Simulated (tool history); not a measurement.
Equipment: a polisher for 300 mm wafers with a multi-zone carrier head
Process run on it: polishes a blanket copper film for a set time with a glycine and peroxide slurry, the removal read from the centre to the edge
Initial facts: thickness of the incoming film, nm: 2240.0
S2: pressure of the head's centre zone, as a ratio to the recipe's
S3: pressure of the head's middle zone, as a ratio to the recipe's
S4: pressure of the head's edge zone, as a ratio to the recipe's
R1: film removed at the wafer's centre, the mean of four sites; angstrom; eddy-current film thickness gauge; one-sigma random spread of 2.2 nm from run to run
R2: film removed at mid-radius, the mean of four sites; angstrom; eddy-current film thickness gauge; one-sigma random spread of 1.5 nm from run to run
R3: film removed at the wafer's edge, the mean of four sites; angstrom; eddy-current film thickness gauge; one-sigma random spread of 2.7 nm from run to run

{"run": 1, "day": 0.0, "flow of slurry (ml/min)": 165, "S2": 1, "S3": 1, "S4": 1, "polishing time (s)": 53, "R1": 2287, "R2": 2359.7, "R3": 2325.2}
{"run": 2, "day": 0.138, "flow of slurry (ml/min)": 165, "S2": 0.97, "S3": 1, "S4": 1, "polishing time (s)": 53, "R1": 2234.7, "R2": 2320.2, "R3": 2336.8}
{"run": 3, "day": 0.417, "flow of slurry (ml/min)": 160, "S2": 0.96, "S3": 0.98, "S4": 0.97, "polishing time (s)": 52, "R1": 2127.9, "R2": 2254.2, "R3": 2237.2}
{"run": 4, "day": 0.638, "flow of slurry (ml/min)": 155, "S2": 0.96, "S3": 0.95, "S4": 0.96, "polishing time (s)": 52, "R1": 2096.3, "R2": 2206.2, "R3": 2191.1}
{"day": 0.942, "done": "slurry nozzle cleaned"}
{"run": 5, "day": 0.942, "flow of slurry (ml/min)": 155, "S2": 1.02, "S3": 0.95, "S4": 0.96, "polishing time (s)": 52, "R1": 2526.4, "R2": 2402.8, "R3": 2352.6}
{"run": 6, "day": 1.129, "flow of slurry (ml/min)": 155, "S2": 1, "S3": 0.93, "S4": 0.96, "polishing time (s)": 51, "R1": 2422.3, "R2": 2317.6, "R3": 2353.9}
{"run": 7, "day": 1.267, "flow of slurry (ml/min)": 155, "S2": 0.99, "S3": 0.92, "S4": 0.96, "polishing time (s)": 49, "R1": 2327.4, "R2": 2239.3, "R3": 2185.3}

Run 8 has not been measured yet. What should we expect?
{"run": 8, "day": 1.588, "flow of slurry (ml/min)": 145, "S2": 0.98, "S3": 0.91, "S4": 0.99, "polishing time (s)": 48, "R1": "?", "R2": "?", "R3": "?"}

R1: 2192.2 angstrom
R2: 2124.1 angstrom
R3: 2216.1 angstrom

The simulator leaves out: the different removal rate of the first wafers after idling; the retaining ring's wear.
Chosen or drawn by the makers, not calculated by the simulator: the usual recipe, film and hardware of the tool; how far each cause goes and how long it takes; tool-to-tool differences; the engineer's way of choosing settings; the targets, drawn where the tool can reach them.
